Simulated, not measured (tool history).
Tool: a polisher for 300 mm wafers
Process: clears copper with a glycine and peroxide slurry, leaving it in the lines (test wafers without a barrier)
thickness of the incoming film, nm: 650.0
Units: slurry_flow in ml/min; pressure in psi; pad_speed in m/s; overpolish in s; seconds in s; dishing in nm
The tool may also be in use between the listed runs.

run	day	slurry_flow	pressure	pad_speed	overpolish	seconds	dishing
1	0.000	235	3.1	1.02	14	92.006	68.913
2	0.229	235	3.8	1.02	14	80.919	77.442
3	0.312	235	3.1	1.02	14	91.029	69.093
4	0.433	235	3.1	1.02	17	90.691	77.913
5	0.704	275	3.1	1.02	17	90.783	81.196
6	0.912	275	3.0	1.02	16	92.849	75.014
7	1.012	275	3.0	1.02	16	91.561	78.500

Forecast run 8:
8	1.283	270	2.9	1.02	15	?	?

Run 8 gave seconds 93.919 s, dishing 71.742 nm.
